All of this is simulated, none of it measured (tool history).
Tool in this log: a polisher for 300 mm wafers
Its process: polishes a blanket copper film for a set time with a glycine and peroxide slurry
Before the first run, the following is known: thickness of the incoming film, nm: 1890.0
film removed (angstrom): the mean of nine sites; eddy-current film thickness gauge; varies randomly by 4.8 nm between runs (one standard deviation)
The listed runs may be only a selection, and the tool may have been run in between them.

| run | hour | flow of slurry (ml/min) | pressure of the wafer on the pad (kPa) | speed of the pad under the wafer (m/s) | polishing time (s) | film removed (angstrom) |
|---|---|---|---|---|---|---|
| 1 | 0 | 195 | 15.2 | 1.1 | 88 | 4002.8 |
| 2 | 3.9 | 195 | 15.2 | 1 | 88 | 3961.4 |
| 3 | 6.3 | 195 | 14.5 | 1 | 88 | 3746 |
| 4 | 12.2 | 195 | 14.5 | 1 | 92 | 3905.8 |
| 5 | 20.4 | 195 | 14.5 | 1 | 92 | 4016.5 |
| 6 | 25.6 | 195 | 14.5 | 1.1 | 92 | 4015.8 |

Run 7, settings as shown, results not yet in. Your forecast:
| 7 | 31.5 | 195 | 13.8 | 1.1 | 92 | ? |

Run 7 produced film removed (angstrom) 4003.7.
